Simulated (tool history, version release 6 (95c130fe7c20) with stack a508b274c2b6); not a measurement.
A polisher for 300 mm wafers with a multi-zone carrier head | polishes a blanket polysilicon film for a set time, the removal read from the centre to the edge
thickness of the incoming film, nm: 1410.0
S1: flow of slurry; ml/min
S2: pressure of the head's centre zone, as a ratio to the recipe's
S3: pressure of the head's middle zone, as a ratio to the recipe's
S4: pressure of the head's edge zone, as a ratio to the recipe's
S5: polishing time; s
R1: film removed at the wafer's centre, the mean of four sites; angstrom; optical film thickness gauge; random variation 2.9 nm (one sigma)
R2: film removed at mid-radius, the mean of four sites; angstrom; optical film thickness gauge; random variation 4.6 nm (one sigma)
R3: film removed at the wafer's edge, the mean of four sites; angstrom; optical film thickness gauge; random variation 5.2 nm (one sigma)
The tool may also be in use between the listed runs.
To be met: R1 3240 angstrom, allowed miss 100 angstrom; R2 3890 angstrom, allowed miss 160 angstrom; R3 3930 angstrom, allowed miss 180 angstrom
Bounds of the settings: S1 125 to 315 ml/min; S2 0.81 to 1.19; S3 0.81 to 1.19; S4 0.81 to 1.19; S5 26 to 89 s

run,hour,S1,S2,S3,S4,S5,R1,R2,R3
1,0,205,1,1,1,57,4664.4,4700.3,4592.5
2,2.9,200,0.97,0.99,1,56,4320.3,4534.7,4498.9
3,10.1,175,0.97,0.99,1,56,4339.3,4553.5,4617.9
4,17.9,130,0.97,0.99,1,56,4221,4466.8,4342.5
5,21.8,130,0.95,0.98,0.99,55,4003.5,4177.8,4149.5
6,26.8,130,0.93,0.98,0.99,55,4006.2,4276.2,4300.5
7,34,130,0.91,0.99,0.99,54,3826.3,4203.6,4230.3
8,39.2,130,0.9,0.99,0.99,53,3622.8,4055.1,4157.2
9,40.5,130,0.89,0.99,0.98,53,3649.5,4213.1,4022.6
10,48.6,130,0.88,0.98,0.98,53,3581.1,4145.8,4064.5
11,55.6,130,0.87,0.97,0.98,53,3548.1,4177.8,4075.6
12,60.4,130,0.87,0.96,0.99,52,3464.1,4016.5,4111.1
13,62.3,130,0.86,0.96,0.99,52,3463.1,3984.6,4152.7

4 next moves are on the table. One of them brings every result within its allowed miss. Which?
A,64.2,160,0.93,1.02,0.97,48,?,?,?
B,64.2,170,0.83,0.97,0.98,49,?,?,?
C,64.2,175,0.82,0.83,0.98,53,?,?,?
D,64.2,145,0.88,0.93,1.07,52,?,?,?

move,R1,R2,R3
A,3517.6,3962.4,3798.8
B,3224.1,3960,3917.3
C,3454.5,3952.1,4251.9
D,3559.6,4034.5,4286.7
A: further off than the last run
B: meets every target
C: as far off as the last run
D: further off than the last run
The right move is B.

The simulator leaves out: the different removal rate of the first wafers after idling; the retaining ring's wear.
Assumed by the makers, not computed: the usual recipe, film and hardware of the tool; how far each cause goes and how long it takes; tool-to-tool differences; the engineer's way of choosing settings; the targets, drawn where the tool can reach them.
